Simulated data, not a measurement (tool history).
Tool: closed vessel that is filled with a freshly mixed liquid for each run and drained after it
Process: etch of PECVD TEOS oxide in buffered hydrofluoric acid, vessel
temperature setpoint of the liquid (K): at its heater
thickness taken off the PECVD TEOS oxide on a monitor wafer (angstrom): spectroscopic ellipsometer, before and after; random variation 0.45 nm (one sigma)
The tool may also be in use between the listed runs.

run	hour	temperature setpoint of the liquid (K)	parts of 40 % ammonium fluoride to one part of 49 % hydrofluoric acid (parts by volume)	time in the liquid (s)	thickness taken off the PECVD TEOS oxide on a monitor wafer (angstrom)
1	0	294.15	10.5	30	416.75
2	1.5	294.15	13.5	30	326.88
3	4.5	292.65	13.5	30	298.76
4	12.8	295.65	12.5	30	388.5
5	21.2	297.65	12	30	442.19
6	30.3	297.65	12	30	445.12

The next listed run, before its measurement:
7	33	299.15	11.5	30	?

Run 7 gave thickness taken off the PECVD TEOS oxide on a monitor wafer (angstrom) 504.38.
